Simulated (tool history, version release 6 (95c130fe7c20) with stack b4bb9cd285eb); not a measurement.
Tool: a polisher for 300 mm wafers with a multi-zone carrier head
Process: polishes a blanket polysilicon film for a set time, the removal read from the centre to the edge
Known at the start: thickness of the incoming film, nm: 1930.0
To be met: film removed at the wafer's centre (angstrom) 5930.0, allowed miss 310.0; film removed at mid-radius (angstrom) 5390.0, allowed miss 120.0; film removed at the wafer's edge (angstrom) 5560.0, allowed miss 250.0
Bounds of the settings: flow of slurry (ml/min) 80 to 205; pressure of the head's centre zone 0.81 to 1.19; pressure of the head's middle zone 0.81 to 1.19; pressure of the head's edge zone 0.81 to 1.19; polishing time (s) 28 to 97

run,hour,flow of slurry (ml/min),pressure of the head's centre zone,pressure of the head's middle zone,pressure of the head's edge zone,polishing time (s),film removed at the wafer's centre (angstrom),film removed at mid-radius (angstrom),film removed at the wafer's edge (angstrom)
1,0.0,135,1.00,1.00,1.00,62,6803.3,6856.6,7039.6
2,6.7,110,1.00,1.00,1.00,62,6443.5,6498.6,6645.6
3,11.2,110,1.00,1.00,1.00,50,5224.8,5288.5,5396.5
4,18.3,110,1.00,1.00,1.00,58,6254.1,6135.2,6284.0
5,24.8,110,1.00,1.00,1.00,65,6861.9,6878.2,7164.4
6,29.8,105,1.01,0.97,0.95,62,6447.6,6285.9,6441.3
7,38.5,100,1.01,0.94,0.91,61,6360.5,5948.7,6162.0
8,45.5,95,1.01,0.93,0.89,60,6037.9,5722.1,6020.4
9,52.9,90,1.02,0.93,0.87,59,5953.3,5574.2,5746.2

Which of these 4 next moves meets every target?
A,60.3,90,1.16,1.10,0.81,52,?,?,?
B,60.3,90,1.08,0.97,0.94,55,?,?,?
C,60.3,100,1.01,0.94,0.81,58,?,?,?
D,60.3,85,1.04,0.96,0.83,59,?,?,?

move,film removed at the wafer's centre (angstrom),film removed at mid-radius (angstrom),film removed at the wafer's edge (angstrom)
A,6080.7,5662.9,4960.8
B,5979.6,5384.7,5622.0
C,6098.0,5697.8,5651.5
D,6055.2,5634.1,5639.4
A: further off than the last run
B: meets every target
C: further off than the last run
D: further off than the last run
The right move is B.
